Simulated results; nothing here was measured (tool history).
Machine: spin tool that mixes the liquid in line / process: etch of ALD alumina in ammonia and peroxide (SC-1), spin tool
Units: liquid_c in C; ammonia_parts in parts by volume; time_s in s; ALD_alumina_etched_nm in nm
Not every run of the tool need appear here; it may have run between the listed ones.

run 1 hour=0.0 | liquid_c=57.0 ammonia_parts=0.6 time_s=280 | ALD_alumina_etched_nm=27.587
run 2 hour=8.2 | liquid_c=57.0 ammonia_parts=0.6 time_s=300 | ALD_alumina_etched_nm=29.831
run 3 hour=14.7 | liquid_c=60.5 ammonia_parts=0.6 time_s=300 | ALD_alumina_etched_nm=35.698
run 4 hour=20.4 | liquid_c=60.5 ammonia_parts=0.6 time_s=280 | ALD_alumina_etched_nm=33.626
run 5 hour=29.4 | liquid_c=63.0 ammonia_parts=0.6 time_s=280 | ALD_alumina_etched_nm=38.489
run 6 hour=35.8 | liquid_c=63.0 ammonia_parts=0.8 time_s=280 | ALD_alumina_etched_nm=39.121
run 7 hour=37.9 | liquid_c=64.5 ammonia_parts=0.8 time_s=280 | ALD_alumina_etched_nm=42.295

The next listed run, before its measurement:
run 8 hour=46.6 | liquid_c=65.5 ammonia_parts=0.8 time_s=280 | ALD_alumina_etched_nm=?

{"run 8": {"ALD_alumina_etched_nm": 44.738}}
